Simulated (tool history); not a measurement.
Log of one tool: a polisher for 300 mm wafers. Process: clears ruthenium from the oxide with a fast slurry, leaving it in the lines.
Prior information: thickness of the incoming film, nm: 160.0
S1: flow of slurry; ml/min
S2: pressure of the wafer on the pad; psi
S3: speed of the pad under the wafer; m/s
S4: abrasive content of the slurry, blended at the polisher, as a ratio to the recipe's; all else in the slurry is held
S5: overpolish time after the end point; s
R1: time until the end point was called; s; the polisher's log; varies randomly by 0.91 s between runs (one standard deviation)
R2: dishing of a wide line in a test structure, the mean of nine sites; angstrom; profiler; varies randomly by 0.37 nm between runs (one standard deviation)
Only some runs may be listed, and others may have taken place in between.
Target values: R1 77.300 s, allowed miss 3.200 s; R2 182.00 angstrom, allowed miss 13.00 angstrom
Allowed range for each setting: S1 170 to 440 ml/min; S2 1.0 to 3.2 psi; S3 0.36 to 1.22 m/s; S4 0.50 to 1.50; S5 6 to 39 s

run 1 hour=0.0 | S1=280 S2=2.1 S3=0.78 S4=1.00 S5=20 | R1=72.623 R2=320.12
run 2 hour=6.6 | S1=280 S2=2.1 S3=0.78 S4=1.00 S5=16 | R1=70.948 R2=259.76
run 3 hour=13.8 | S1=280 S2=2.1 S3=0.78 S4=1.15 S5=16 | R1=66.655 R2=281.80
run 4 hour=19.0 | S1=280 S2=2.0 S3=0.78 S4=1.15 S5=14 | R1=70.009 R2=246.54
run 5 hour=27.2 | S1=280 S2=2.3 S3=0.78 S4=1.15 S5=14 | R1=59.876 R2=268.72
-- hour=28.7 slurry blender recalibrated
run 6 hour=28.7 | S1=280 S2=2.2 S3=0.78 S4=1.15 S5=13 | R1=55.893 R2=269.76
run 7 hour=36.8 | S1=280 S2=2.0 S3=0.78 S4=1.15 S5=12 | R1=61.496 R2=243.95
run 8 hour=42.8 | S1=280 S2=1.8 S3=0.78 S4=1.15 S5=11 | R1=67.858 R2=204.78
run 9 hour=48.8 | S1=280 S2=1.7 S3=0.78 S4=1.15 S5=11 | R1=71.586 R2=186.81

5 candidate next runs follow, results not yet known. Just one meets every target within its allowed miss. Identify it.
run A hour=54.8 | S1=215 S2=1.7 S3=0.72 S4=1.00 S5=13 | R1=? R2=?
run B hour=54.8 | S1=295 S2=1.5 S3=0.98 S4=1.10 S5=10 | R1=? R2=?
run C hour=54.8 | S1=210 S2=1.8 S3=0.70 S4=1.15 S5=11 | R1=? R2=?
run D hour=54.8 | S1=245 S2=1.8 S3=0.76 S4=1.20 S5=10 | R1=? R2=?
run E hour=54.8 | S1=200 S2=2.3 S3=0.64 S4=1.05 S5=10 | R1=? R2=?

move=A R1=85.274 R2=197.72
move=B R1=67.267 R2=193.53
move=C R1=78.340 R2=184.31
move=D R1=70.332 R2=186.30
move=E R1=71.107 R2=184.56
A: moves the result that the last run missed by most past its target, out the other side
B: lands further from the targets than the last run did
C: all results land within tolerance of their targets
D: lands further from the targets than the last run did
E: lands further from the targets than the last run did
Go with C: it meets all targets.
